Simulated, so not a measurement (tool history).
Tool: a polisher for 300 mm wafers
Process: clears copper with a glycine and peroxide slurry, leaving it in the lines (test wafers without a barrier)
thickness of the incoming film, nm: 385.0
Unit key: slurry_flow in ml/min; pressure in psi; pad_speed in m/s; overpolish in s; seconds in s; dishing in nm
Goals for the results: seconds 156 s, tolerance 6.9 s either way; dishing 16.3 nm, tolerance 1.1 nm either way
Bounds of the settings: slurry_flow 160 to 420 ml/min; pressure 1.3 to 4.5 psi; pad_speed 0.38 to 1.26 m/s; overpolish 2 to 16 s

run	hour	slurry_flow	pressure	pad_speed	overpolish	seconds	dishing
1	0	270	2.9	0.82	8	87.614	28.229
2	2.3	270	2.4	0.78	8	105.75	23.991
3	10.6	300	2.4	0.78	8	104.05	24.493
4	11.8	295	2.1	0.76	8	116.02	21.451
5	17.1	295	1.9	0.74	8	126.46	20.017
6	20.5	295	1.9	0.74	10	130.28	23.969
7	26.9	295	1.7	0.74	9	139.74	19.914
8	27.7	295	1.7	0.74	9	139.88	19.734
9	35.3	285	1.6	0.74	9	145.98	19.083
10	38.7	275	1.6	0.74	9	145.67	20.129
11	42.6	280	1.5	0.74	9	150.17	18.18

Pick the move, out of 5, that brings all results within their allowed miss; only one does.
A	46.5	270	1.5	0.78	9	?	?
B	46.5	220	1.7	0.76	9	?	?
C	46.5	325	1.6	0.76	7	?	?
D	46.5	225	1.4	0.86	9	?	?
E	46.5	305	1.3	0.78	8	?	?

move	seconds	dishing
A	144.47	18.408
B	138.48	19.194
C	138.18	15.125
D	145.22	18.278
E	156.56	15.222
A: its largest miss is bigger than the last run's
B: its largest miss is bigger than the last run's
C: pushes the last run's worst result past its target
D: its largest miss is bigger than the last run's
E: in spec on every target
Move E is the one to make.
